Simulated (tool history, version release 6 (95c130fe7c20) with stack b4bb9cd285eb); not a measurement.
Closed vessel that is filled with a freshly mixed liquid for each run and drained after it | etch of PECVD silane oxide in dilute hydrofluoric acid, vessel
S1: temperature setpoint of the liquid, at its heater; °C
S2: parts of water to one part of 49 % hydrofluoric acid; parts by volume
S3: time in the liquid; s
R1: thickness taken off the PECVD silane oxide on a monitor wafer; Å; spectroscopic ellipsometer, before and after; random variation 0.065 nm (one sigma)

run  hour    S1   S2  S3      R1
  1     0    24  110  90  171.14
  2   8.4    26  110  90  187.22
  3    16  26.5  110  90  189.42
  4  20.1    25  110  90  179.34
  5  22.1  25.5  110  90  181.78
  6  27.9    26  110  90  185.24
  7  35.2  26.5  110  90  189.19
  8  37.6    27  110  90  192.99

Forecast run 9:
     41.7  -- hydrofluoric acid flow meter replaced
  9  41.7  27.5  110  90   ?

Run 9 came out at R1 180.6 Å.
